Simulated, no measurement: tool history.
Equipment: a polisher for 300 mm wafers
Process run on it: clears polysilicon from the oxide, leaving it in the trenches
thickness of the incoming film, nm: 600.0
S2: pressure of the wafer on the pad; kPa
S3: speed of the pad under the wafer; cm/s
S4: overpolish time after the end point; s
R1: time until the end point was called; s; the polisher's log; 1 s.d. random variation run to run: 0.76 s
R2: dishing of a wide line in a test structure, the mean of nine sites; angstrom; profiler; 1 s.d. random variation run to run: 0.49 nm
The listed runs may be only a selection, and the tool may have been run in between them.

Run 1, hour 0.0: flow of slurry (ml/min) 305, S2 12.4 kPa, S3 86 cm/s, S4 12 s. Result: R1 89.123 s, R2 332.16 angstrom.
Run 2, hour 0.8: flow of slurry (ml/min) 305, S2 12.4 kPa, S3 86 cm/s, S4 7 s. Result: R1 88.560 s, R2 279.66 angstrom.
Run 3, hour 6.3: flow of slurry (ml/min) 305, S2 13.8 kPa, S3 86 cm/s, S4 9 s. Result: R1 80.833 s, R2 317.80 angstrom.
Run 4, hour 14.6: flow of slurry (ml/min) 305, S2 13.8 kPa, S3 68 cm/s, S4 9 s. Result: R1 101.480 s, R2 288.12 angstrom.
Run 5, hour 21.3: flow of slurry (ml/min) 305, S2 15.9 kPa, S3 72 cm/s, S4 9 s. Result: R1 84.375 s, R2 311.66 angstrom.
Run 6, hour 27.6: flow of slurry (ml/min) 305, S2 15.9 kPa, S3 86 cm/s, S4 9 s. Result: R1 70.908 s, R2 332.65 angstrom.
Run 7, hour 36.5: flow of slurry (ml/min) 305, S2 16.5 kPa, S3 86 cm/s, S4 9 s. Result: R1 69.534 s, R2 333.82 angstrom.
Run 8, hour 38.5: flow of slurry (ml/min) 305, S2 17.2 kPa, S3 86 cm/s, S4 9 s. Result: R1 68.319 s, R2 333.59 angstrom.
Run 9, hour 44.8: flow of slurry (ml/min) 305, S2 17.9 kPa, S3 88 cm/s, S4 10 s. Result: R1 62.803 s, R2 348.34 angstrom.

The next listed run, before its measurement:
Run 10, hour 53.3: flow of slurry (ml/min) 305, S2 18.6 kPa, S3 88 cm/s, S4 10 s. Result: R1 ?, R2 ?.

Run 10 measured R1 61.772 s, R2 353.20 angstrom.
